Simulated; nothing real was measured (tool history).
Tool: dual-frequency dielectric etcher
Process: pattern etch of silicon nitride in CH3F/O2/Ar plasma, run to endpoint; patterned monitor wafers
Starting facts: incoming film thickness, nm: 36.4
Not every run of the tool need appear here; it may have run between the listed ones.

Run 1, hour 0.0: source power (kW) 0.370, bias power (kW) 0.061. Result: endpoint time (s) 54.331.
Run 2, hour 4.5: source power (kW) 0.350, bias power (kW) 0.059. Result: endpoint time (s) 55.792.
Run 3, hour 10.8: source power (kW) 0.390, bias power (kW) 0.059. Result: endpoint time (s) 53.669.
Run 4, hour 17.2: source power (kW) 0.370, bias power (kW) 0.057. Result: endpoint time (s) 55.468.
Run 5, hour 26.0: source power (kW) 0.400, bias power (kW) 0.057. Result: endpoint time (s) 54.079.
Run 6, hour 33.5: source power (kW) 0.400, bias power (kW) 0.062. Result: endpoint time (s) 52.180.
Run 7, hour 41.0: source power (kW) 0.380, bias power (kW) 0.059. Result: endpoint time (s) 54.903.
Run 8, hour 46.6: source power (kW) 0.360, bias power (kW) 0.057. Result: endpoint time (s) 56.567.

Expected results for the next run?
Run 9, hour 54.4: source power (kW) 0.340, bias power (kW) 0.056. Result: endpoint time (s) ?.

For run 9 the tool returned endpoint time (s) 57.395.
